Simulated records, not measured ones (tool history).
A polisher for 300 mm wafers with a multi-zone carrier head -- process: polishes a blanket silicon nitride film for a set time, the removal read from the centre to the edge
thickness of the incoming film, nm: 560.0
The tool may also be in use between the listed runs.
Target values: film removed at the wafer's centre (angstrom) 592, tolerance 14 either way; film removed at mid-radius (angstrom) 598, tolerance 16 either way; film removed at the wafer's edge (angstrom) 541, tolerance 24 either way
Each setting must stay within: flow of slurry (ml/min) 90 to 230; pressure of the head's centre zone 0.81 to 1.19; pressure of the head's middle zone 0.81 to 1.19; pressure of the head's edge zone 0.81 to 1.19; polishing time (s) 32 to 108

run  hour  flow of slurry (ml/min)  pressure of the head's centre zone  pressure of the head's middle zone  pressure of the head's edge zone  polishing time (s)  film removed at the wafer's centre (angstrom)  film removed at mid-radius (angstrom)  film removed at the wafer's edge (angstrom)
  1     0                      150                                   1                                   1                                 1                  70                                         716.49                                  713.6                                       716.11
  2   4.7                      115                                   1                                   1                                 1                  70                                         674.24                                 663.43                                       666.44
  3   6.7                      110                                   1                                   1                              0.98                  69                                         653.83                                 654.19                                       663.32
  4   7.6                      110                                1.01                                1.01                              0.97                  67                                         631.89                                 646.63                                       625.88
  5  10.9                      110                                1.01                                1.01                              0.97                  79                                         746.39                                    750                                       751.49
  6    18                      125                                1.01                                1.01                              0.97                  79                                         781.44                                 771.54                                       763.59
  7  25.7                      125                                1.01                                1.01                              0.95                  76                                          760.1                                 743.42                                       723.71
  8  32.6                      125                                1.01                                1.01                              0.95                  76                                         753.41                                 744.45                                       730.03
  9  33.4                      125                                1.01                                1.01                              0.93                  74                                         733.89                                 728.19                                       702.62
 10  37.1                      125                                1.01                                1.01                              0.92                  72                                         702.33                                 712.79                                       679.88
 11  44.3                      120                                1.02                                1.01                              0.91                  70                                         681.74                                 677.94                                       650.43
 12  50.8                      120                                1.02                                1.01                               0.9                  69                                            678                                 674.46                                       636.71
 13  55.6                      115                                1.02                                1.01                              0.89                  68                                         658.86                                 658.21                                       620.36
 14  58.1                      115                                1.02                                1.01                              0.88                  67                                         654.41                                 638.18                                       597.48
 15  60.3                      110                                1.01                                1.01                              0.87                  67                                         634.42                                 630.24                                       600.59
 16  67.5                      110                                1.01                                1.01                              0.86                  66                                         624.17                                 635.95                                       581.03
 17  70.6                       95                                   1                                0.97                              0.81                  64                                         568.41                                 560.04                                       546.47
 18  74.8                      100                                   1                                0.98                              0.81                  64                                         574.78                                 575.21                                       552.09

Which single option among these 4 for the next run brings every result within its allowed miss of target? Just one does.
  A    79                      110                                1.02                                0.92                              0.87                  61                                              ?                                      ?                                            ?
  B    79                       95                                1.03                                1.04                              0.83                  65                                              ?                                      ?                                            ?
  C    79                       90                                0.93                                0.99                              0.88                  68                                              ?                                      ?                                            ?
  D    79                      110                                1.07                                1.02                              0.85                  59                                              ?                                      ?                                            ?

move  film removed at the wafer's centre (angstrom)  film removed at mid-radius (angstrom)  film removed at the wafer's edge (angstrom)
   A                                         586.12                                 527.64                                       537.88
   B                                         596.48                                  593.8                                       542.32
   C                                         552.28                                 584.15                                       575.09
   D                                         594.06                                 556.42                                       514.15
A: its largest miss is bigger than the last run's
B: every result lands within tolerance
C: corrects the largest miss of the last run, while another result sits out of spec
D: its largest miss is bigger than the last run's
The move that meets every target is B.
